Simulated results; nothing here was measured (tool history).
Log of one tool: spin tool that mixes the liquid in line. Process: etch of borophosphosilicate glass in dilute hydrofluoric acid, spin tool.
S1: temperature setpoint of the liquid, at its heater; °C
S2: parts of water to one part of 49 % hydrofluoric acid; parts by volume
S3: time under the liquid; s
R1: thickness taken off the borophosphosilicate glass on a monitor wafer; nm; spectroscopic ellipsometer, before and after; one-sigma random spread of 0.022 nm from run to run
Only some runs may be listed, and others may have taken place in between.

{"run": 1, "hour": 0.0, "S1": 25, "S2": 205, "S3": 40, "R1": 5.925}
{"run": 2, "hour": 8.2, "S1": 25, "S2": 150, "S3": 40, "R1": 8.5428}
{"run": 3, "hour": 16.5, "S1": 28.5, "S2": 150, "S3": 40, "R1": 9.852}
{"run": 4, "hour": 20.9, "S1": 26, "S2": 160, "S3": 40, "R1": 8.2519}
{"run": 5, "hour": 28.7, "S1": 26, "S2": 160, "S3": 40, "R1": 8.2093}
{"run": 6, "hour": 30.6, "S1": 24, "S2": 170, "S3": 40, "R1": 7.1366}
{"run": 7, "hour": 34.9, "S1": 22.5, "S2": 180, "S3": 40, "R1": 6.3413}
{"run": 8, "hour": 38.2, "S1": 21.5, "S2": 185, "S3": 40, "R1": 5.8723}

The next listed run, before its measurement:
{"hour": 46.3, "done": "hydrofluoric acid flow meter replaced"}
{"run": 9, "hour": 46.3, "S1": 20.5, "S2": 190, "S3": 40, "R1": "?"}

Run 9 yielded R1 5.154 nm.
